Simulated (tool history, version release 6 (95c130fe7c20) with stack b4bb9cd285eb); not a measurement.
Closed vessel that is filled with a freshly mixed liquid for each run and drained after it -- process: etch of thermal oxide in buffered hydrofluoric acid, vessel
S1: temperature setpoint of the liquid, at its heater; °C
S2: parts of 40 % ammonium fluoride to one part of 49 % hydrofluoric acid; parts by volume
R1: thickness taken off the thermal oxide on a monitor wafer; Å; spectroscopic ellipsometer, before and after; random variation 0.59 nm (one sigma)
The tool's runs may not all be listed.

run 1 hour=0 | S1=24 S2=18 time_in_the_liquid_(s)=105 | R1=698.31
run 2 hour=3.7 | S1=21.5 S2=18 time_in_the_liquid_(s)=105 | R1=612.12
run 3 hour=12.7 | S1=24.5 S2=18 time_in_the_liquid_(s)=105 | R1=720.86
run 4 hour=20.9 | S1=26.5 S2=15.5 time_in_the_liquid_(s)=105 | R1=938.09
run 5 hour=24 | S1=26.5 S2=13.5 time_in_the_liquid_(s)=105 | R1=1070
run 6 hour=28.2 | S1=25 S2=13.5 time_in_the_liquid_(s)=105 | R1=983.64
run 7 hour=30.6 | S1=26.5 S2=12.5 time_in_the_liquid_(s)=105 | R1=1155.9
run 8 hour=35.5 | S1=28 S2=12 time_in_the_liquid_(s)=105 | R1=1302

What does the tool deliver on the next run?
run 9 hour=38.9 | S1=32 S2=9.5 time_in_the_liquid_(s)=105 | R1=?

{"run 9": {"R1": 1976.6}}
